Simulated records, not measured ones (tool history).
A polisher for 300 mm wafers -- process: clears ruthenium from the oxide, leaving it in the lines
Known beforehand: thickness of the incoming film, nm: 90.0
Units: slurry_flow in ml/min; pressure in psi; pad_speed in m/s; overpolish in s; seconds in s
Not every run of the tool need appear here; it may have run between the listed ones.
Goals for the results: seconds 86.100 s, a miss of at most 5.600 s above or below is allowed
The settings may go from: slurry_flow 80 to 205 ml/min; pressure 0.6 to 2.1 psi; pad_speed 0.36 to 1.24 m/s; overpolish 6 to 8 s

run	day	slurry_flow	pressure	pad_speed	overpolish	seconds
1	0.000	135	1.3	0.80	8	158.840
2	0.229	135	1.5	0.82	8	137.220
3	0.425	135	1.5	0.98	8	116.630
4	0.479	135	1.5	0.98	6	117.120
5	0.625	135	1.5	0.98	6	115.930
6	0.838	135	1.7	0.98	6	100.250
7	1.004	135	1.7	0.98	6	102.230
8	1.229	135	1.7	0.98	6	101.030
9	1.583	135	1.8	0.98	6	97.605

4 candidate next runs follow, results not yet known. Just one meets every target within its allowed miss. Identify it.
A	1.938	125	1.9	0.84	8	?
B	1.938	130	2.1	0.94	6	?
C	1.938	140	1.7	0.96	8	?
D	1.938	120	1.4	0.96	6	?

move	seconds
A	106.640
B	86.586
C	102.860
D	128.560
A: its largest miss is bigger than the last run's
B: all results land within tolerance of their targets
C: its largest miss is bigger than the last run's
D: its largest miss is bigger than the last run's
The move that meets every target is B.

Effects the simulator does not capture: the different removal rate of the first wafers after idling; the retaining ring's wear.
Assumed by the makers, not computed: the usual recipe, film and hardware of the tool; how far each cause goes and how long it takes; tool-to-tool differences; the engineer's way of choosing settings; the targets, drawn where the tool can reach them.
